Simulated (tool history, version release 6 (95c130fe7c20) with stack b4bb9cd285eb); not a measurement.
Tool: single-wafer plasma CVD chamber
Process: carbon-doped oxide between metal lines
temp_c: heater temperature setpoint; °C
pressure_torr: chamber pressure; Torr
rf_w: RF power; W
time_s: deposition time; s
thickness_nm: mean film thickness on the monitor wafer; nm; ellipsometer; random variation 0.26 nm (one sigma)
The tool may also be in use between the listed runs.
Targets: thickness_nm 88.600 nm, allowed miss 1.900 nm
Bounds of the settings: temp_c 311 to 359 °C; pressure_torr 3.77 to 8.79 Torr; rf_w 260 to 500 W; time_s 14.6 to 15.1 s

run,hour,temp_c,pressure_torr,rf_w,time_s,thickness_nm
1,0.0,335,6.28,380,14.6,74.118
2,6.6,335,6.28,380,14.6,74.387
3,11.8,340,6.28,380,14.6,72.806
4,18.4,340,5.81,380,14.6,72.288
5,22.1,340,6.46,380,14.6,73.274
6,28.2,340,6.46,380,14.6,73.063
7,32.4,337,6.63,390,14.6,75.381
8,34.2,335,6.75,400,14.6,77.527

4 next moves are on the table. One of them brings every result within its allowed miss. Which?
A,36.0,330,6.20,455,15.1,?
B,36.0,339,6.39,310,14.8,?
C,36.0,315,6.38,300,14.6,?
D,36.0,336,6.49,410,14.8,?

move,thickness_nm
A,88.422
B,65.188
C,69.597
D,79.454
A: meets every target
B: further off than the last run
C: further off than the last run
D: nearer than the last run, and not there yet
Answer: A
